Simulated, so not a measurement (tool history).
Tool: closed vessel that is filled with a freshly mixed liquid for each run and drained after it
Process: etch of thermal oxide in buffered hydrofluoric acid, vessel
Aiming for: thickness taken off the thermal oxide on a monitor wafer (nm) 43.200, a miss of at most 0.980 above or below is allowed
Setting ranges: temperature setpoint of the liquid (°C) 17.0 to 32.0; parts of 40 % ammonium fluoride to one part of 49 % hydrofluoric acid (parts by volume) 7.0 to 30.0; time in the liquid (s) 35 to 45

run  hour  temperature setpoint of the liquid (°C)  parts of 40 % ammonium fluoride to one part of 49 % hydrofluoric acid (parts by volume)  time in the liquid (s)  thickness taken off the thermal oxide on a monitor wafer (nm)
  1   0.0                                     24.0                                                                                     20.0                      45                                                         26.426
  2   1.9                                     24.0                                                                                     15.5                      45                                                         33.778
  3   9.6                                     25.0                                                                                     15.5                      45                                                         36.244
  4  12.4                                     25.0                                                                                     18.0                      45                                                         31.075
  5  19.3                                     25.0                                                                                     22.5                      45                                                         25.640
  6  21.8                                     25.0                                                                                     28.0                      45                                                         22.299
  7  25.5                                     27.0                                                                                     26.0                      45                                                         25.859
  8  30.2                                     28.5                                                                                     24.0                      45                                                         29.772
  9  37.6                                     29.5                                                                                     22.5                      45                                                         32.983
 10  43.3                                     32.0                                                                                     18.0                      45                                                         44.489
 11  48.1                                     32.0                                                                                     18.0                      45                                                         45.088

Of the 4 settings listed for the next run, only one would bring every result within its allowed miss of target. Which one?
  A  52.9                                     31.5                                                                                     17.0                      45                                                              ?
  B  52.9                                     30.0                                                                                     12.0                      35                                                              ?
  C  52.9                                     27.0                                                                                     11.0                      35                                                              ?
  D  52.9                                     30.5                                                                                     15.5                      45                                                              ?

move  thickness taken off the thermal oxide on a monitor wafer (nm)
   A                                                         46.457
   B                                                         46.975
   C                                                         43.619
   D                                                         48.270
A: misses by more than the last run did
B: misses by more than the last run did
C: every result within its allowed miss
D: misses by more than the last run did
Go with C: it meets all targets.
